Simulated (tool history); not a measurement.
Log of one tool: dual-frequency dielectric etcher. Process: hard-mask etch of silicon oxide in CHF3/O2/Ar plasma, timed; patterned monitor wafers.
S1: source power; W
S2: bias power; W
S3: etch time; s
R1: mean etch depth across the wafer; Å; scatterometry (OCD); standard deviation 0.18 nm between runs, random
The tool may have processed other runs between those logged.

run    day   S1   S2  S3      R1
  1      0  670  184  22  425.25
  2  0.346  670  184  23  443.97
  3  0.608  670  184  22  427.87
  4  0.908  700  185  22  433.05
  5  0.979  700  185  22  434.84
  6  1.221  720  186  22  440.85
  7  1.542  720  186  22   445.5
  8  1.908  730  186  22  444.24
  9  2.212  740  186  22  449.92

What will run 10 give?
 10  2.45  750  186  22   ?

R1: 451.36 Å
